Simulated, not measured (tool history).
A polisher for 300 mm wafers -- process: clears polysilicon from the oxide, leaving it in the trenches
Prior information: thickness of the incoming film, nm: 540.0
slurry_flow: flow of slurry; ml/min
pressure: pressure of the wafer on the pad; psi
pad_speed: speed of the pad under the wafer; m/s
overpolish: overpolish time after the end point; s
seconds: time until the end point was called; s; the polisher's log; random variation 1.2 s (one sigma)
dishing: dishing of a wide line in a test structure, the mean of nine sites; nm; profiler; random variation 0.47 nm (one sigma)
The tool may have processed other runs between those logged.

run	hour	slurry_flow	pressure	pad_speed	overpolish	seconds	dishing
1	0	210	2.4	1.26	16	38.597	43.189
2	5.3	210	2.1	1.22	13	43.324	40.784
3	8	210	2.1	1.52	13	35.967	41.059
4	12.6	185	1.8	1.4	11	44.381	40.985
# hour 15.3: slurry nozzle cleaned
5	15.3	225	1.6	1.26	9	52.058	37.146
6	17.3	225	1.6	1.26	5	51.657	28.511

The next listed run, before its measurement:
7	23.5	255	1.6	1.12	5	?	?

For run 7 the tool returned seconds 54.167 s, dishing 28.156 nm.

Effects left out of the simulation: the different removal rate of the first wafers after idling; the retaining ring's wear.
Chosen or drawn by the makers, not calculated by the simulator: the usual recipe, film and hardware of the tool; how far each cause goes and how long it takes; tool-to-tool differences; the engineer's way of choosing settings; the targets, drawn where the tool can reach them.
